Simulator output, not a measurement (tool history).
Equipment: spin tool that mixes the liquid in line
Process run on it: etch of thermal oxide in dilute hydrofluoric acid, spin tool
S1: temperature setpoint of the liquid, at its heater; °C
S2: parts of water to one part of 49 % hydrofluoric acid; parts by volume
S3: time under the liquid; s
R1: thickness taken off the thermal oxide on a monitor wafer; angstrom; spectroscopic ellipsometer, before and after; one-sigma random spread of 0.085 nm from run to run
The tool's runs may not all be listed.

| run | hour | S1 | S2 | S3 | R1 |
|---|---|---|---|---|---|
| 1 | 0 | 26 | 230 | 260 | 51.131 |
| 2 | 7.7 | 24.5 | 230 | 260 | 47.694 |
| 3 | 13.2 | 27 | 230 | 260 | 51.921 |
| 4 | 19.2 | 27 | 230 | 260 | 53.052 |
| 5 | 24.8 | 27 | 230 | 280 | 57.001 |
| 6 | 28.5 | 28.5 | 215 | 280 | 65.302 |
| 7 | 29.3 | 30 | 200 | 280 | 75.958 |
| 8 | 32.2 | 31 | 195 | 280 | 79.759 |
| 9 | 37.9 | 31.5 | 190 | 280 | 83.085 |

Estimate the outcome of run 10 from the log above:
| 10 | 42.5 | 32 | 185 | 280 | ? |

For run 10 the tool returned R1 88.517 angstrom.

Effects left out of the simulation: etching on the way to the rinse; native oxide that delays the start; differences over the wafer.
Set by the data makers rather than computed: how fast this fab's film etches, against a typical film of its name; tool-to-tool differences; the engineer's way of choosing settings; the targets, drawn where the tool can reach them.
